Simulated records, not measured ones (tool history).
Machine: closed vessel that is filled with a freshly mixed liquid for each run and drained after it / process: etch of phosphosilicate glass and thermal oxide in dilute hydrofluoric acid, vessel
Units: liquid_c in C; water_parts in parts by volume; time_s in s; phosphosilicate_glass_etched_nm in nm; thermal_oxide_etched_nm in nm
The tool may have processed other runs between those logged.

| run | hour | liquid_c | water_parts | time_s | phosphosilicate_glass_etched_nm | thermal_oxide_etched_nm |
|---|---|---|---|---|---|---|
| 1 | 0.0 | 25.0 | 295 | 60 | 15.622 | 0.77072 |
| 2 | 8.9 | 26.5 | 265 | 60 | 18.909 | 0.98991 |
| 3 | 11.8 | 26.5 | 310 | 60 | 15.328 | 0.76415 |
| 4 | 18.3 | 27.5 | 275 | 60 | 18.591 | 0.94424 |
| 5 | 23.4 | 27.5 | 275 | 80 | 24.962 | 1.20060 |
| 6 | 24.9 | 28.5 | 260 | 80 | 27.669 | 1.39820 |
| 7 | 33.4 | 29.0 | 250 | 80 | 29.744 | 1.43670 |
| 8 | 40.8 | 29.5 | 240 | 80 | 31.503 | 1.51690 |

Run 9, settings as shown, results not yet in. Your forecast:
| 9 | 44.7 | 30.0 | 230 | 80 | ? | ? |

Run 9 yielded phosphosilicate_glass_etched_nm 34.272 nm, thermal_oxide_etched_nm 1.74680 nm.

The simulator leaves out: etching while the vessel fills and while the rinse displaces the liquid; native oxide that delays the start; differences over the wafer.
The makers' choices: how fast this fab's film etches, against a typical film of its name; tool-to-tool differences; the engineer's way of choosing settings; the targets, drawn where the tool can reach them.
